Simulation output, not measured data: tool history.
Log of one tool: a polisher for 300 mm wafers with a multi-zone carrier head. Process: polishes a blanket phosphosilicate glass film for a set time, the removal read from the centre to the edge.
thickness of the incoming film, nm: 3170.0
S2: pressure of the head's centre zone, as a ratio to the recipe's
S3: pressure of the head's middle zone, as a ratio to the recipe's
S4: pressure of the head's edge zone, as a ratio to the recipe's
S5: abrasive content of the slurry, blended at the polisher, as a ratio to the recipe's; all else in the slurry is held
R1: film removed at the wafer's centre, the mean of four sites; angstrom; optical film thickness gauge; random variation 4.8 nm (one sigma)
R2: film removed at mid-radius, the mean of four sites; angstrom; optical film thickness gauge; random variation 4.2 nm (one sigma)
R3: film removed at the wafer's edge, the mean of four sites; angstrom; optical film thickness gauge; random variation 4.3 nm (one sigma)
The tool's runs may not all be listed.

run 1 hour=0 | flow_of_slurry_(ml/min)=260 S2=1 S3=1 S4=1 S5=1 polishing_time_(s)=65 | R1=5783.1 R2=5741.2 R3=5752
run 2 hour=3.8 | flow_of_slurry_(ml/min)=260 S2=1 S3=1 S4=1 S5=0.9 polishing_time_(s)=65 | R1=5553.9 R2=5436.9 R3=5476.6
run 3 hour=12.8 | flow_of_slurry_(ml/min)=260 S2=1 S3=1 S4=1 S5=0.9 polishing_time_(s)=58 | R1=4916.8 R2=4968.1 R3=4858.9
run 4 hour=18.3 | flow_of_slurry_(ml/min)=260 S2=1 S3=1 S4=0.92 S5=0.9 polishing_time_(s)=58 | R1=4928.6 R2=4919.5 R3=4774.6
run 5 hour=19.3 | flow_of_slurry_(ml/min)=215 S2=1 S3=1 S4=0.92 S5=0.9 polishing_time_(s)=58 | R1=4806.4 R2=4792.7 R3=4537
run 6 hour=19.9 | flow_of_slurry_(ml/min)=240 S2=1 S3=1 S4=0.92 S5=0.9 polishing_time_(s)=58 | R1=4780.4 R2=4859.3 R3=4770.2
run 7 hour=22.6 | flow_of_slurry_(ml/min)=225 S2=1 S3=0.99 S4=0.92 S5=0.8 polishing_time_(s)=58 | R1=4562.1 R2=4554 R3=4414.5
run 8 hour=30.5 | flow_of_slurry_(ml/min)=215 S2=1 S3=0.97 S4=0.91 S5=0.75 polishing_time_(s)=58 | R1=4437.8 R2=4235.1 R3=4301.4

Forecast run 9:
run 9 hour=35.9 | flow_of_slurry_(ml/min)=205 S2=1 S3=0.97 S4=0.9 S5=0.7 polishing_time_(s)=58 | R1=? R2=? R3=?

{"run 9": {"R1": 4112.9, "R2": 4100.8, "R3": 4068.2}}

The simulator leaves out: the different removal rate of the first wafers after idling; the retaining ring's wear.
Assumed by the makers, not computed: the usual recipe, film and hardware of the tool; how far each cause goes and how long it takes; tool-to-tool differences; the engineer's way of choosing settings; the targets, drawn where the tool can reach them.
